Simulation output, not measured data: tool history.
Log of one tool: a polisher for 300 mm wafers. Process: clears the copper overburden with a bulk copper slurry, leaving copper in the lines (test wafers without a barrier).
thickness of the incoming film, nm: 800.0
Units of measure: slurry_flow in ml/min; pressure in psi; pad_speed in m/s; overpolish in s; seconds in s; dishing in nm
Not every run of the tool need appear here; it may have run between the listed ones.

run	hour	slurry_flow	pressure	pad_speed	slurry_solids	overpolish	seconds	dishing
1	0	120	3.3	1.3	1	22	67.438	78.205
2	2.9	120	3.3	1.3	0.85	22	70.103	80.764
3	10	120	3.3	1.12	0.85	22	76.853	76.839
4	10.5	120	3.3	1.12	0.85	27	80.192	83.172
5	11.6	120	3.3	1.12	0.95	27	79.15	82.958
6	18.9	120	4	1.12	0.95	27	64.954	87.44
7	27.1	125	3	1	1	17	89.606	64.379
8	30.1	135	2.8	0.96	1.05	16	100.49	60.074
9	31.4	165	1.8	1.16	1.3	7	116.96	30.342
10	34.9	160	1.8	1.14	1.3	7	120.63	29.19
11	38.4	160	1.8	1.12	1.25	7	121.54	28.813
12	40.9	160	1.8	1.1	1.25	8	125.75	31.496
13	49	160	1.9	1.04	1.25	16	125.96	50.19

Predict the results of run 14:
14	53.8	160	1.8	1.06	1.25	15	?	?

seconds: 129.62 s
dishing: 47.457 nm
